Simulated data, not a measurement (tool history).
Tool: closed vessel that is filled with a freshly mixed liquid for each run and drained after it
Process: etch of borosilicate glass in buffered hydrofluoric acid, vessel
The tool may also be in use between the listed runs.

run,hour,temperature setpoint of the liquid (C),parts of 40 % ammonium fluoride to one part of 49 % hydrofluoric acid (parts by volume),time in the liquid (s),thickness taken off the borosilicate glass on a monitor wafer (Å)
1,0,22,16.5,100,634.6
2,4.7,22,18,100,581.21
3,13.1,24,16,100,727.66
4,17.5,24,16,100,724.83
5,24.9,24,12,100,957.53
6,32.4,21.5,12,100,841.46
7,40.8,23.5,11.5,100,984.08
8,43.8,25,11.5,100,1073.6
9,51.2,26,11.5,100,1118.7
10,53.9,27,11.5,100,1181.3
11,59.1,28,11.5,100,1242.6

Forecast run 12:
12,62.3,28.5,11.5,100,?

thickness taken off the borosilicate glass on a monitor wafer (Å): 1275.8

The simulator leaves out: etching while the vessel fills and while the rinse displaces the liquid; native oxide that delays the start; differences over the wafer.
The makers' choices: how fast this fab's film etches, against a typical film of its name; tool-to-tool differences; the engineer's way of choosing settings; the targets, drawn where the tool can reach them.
